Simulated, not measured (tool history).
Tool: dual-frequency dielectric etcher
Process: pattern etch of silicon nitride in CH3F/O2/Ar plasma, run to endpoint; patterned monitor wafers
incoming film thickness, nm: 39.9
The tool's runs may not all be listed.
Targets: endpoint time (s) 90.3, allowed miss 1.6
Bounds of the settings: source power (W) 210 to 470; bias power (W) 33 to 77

run  hour  source power (W)  bias power (W)  endpoint time (s)
  1     0               340              55             69.932
  2   6.5               310              50             75.595
  3  12.9               310              60             69.385
  4  18.2               290              55             74.307
  5  21.5               270              52             78.267
  6  28.8               260              50             81.052
  7  31.5               250              49             83.156
  8  32.3               240              48             85.023
  9  39.8               210              43             95.163
 10  46.7               220              43             93.881
 11    55               230              43             91.819
 12  61.6               230              43             91.505

4 next moves are on the table. One of them brings every result within its allowed miss. Which?
  A  68.2               240              43                  ?
  B  68.2               210              45                  ?
  C  68.2               260              38                  ?
  D  68.2               240              40                  ?

move  endpoint time (s)
   A             90.833
   B             93.337
   C             94.113
   D             94.447
A: meets every target
B: further off than the last run
C: further off than the last run
D: further off than the last run
Answer: A
